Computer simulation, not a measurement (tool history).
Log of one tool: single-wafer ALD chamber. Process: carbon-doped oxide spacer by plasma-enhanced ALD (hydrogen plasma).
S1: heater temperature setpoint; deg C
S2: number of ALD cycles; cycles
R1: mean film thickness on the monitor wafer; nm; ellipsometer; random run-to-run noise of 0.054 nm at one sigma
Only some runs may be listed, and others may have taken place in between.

run 1 day=0.000 | S1=405 S2=470 | R1=22.921
run 2 day=0.300 | S1=399 S2=470 | R1=23.466
run 3 day=0.488 | S1=404 S2=449 | R1=21.851
run 4 day=0.779 | S1=404 S2=411 | R1=20.054
-- day=1.142 thermocouple changed; heater temperature recalibrated
run 5 day=1.142 | S1=408 S2=404 | R1=19.611
run 6 day=1.325 | S1=398 S2=404 | R1=20.170

For run 7, what comes out?
run 7 day=1.654 | S1=402 S2=396 | R1=?

R1: 19.707 nm

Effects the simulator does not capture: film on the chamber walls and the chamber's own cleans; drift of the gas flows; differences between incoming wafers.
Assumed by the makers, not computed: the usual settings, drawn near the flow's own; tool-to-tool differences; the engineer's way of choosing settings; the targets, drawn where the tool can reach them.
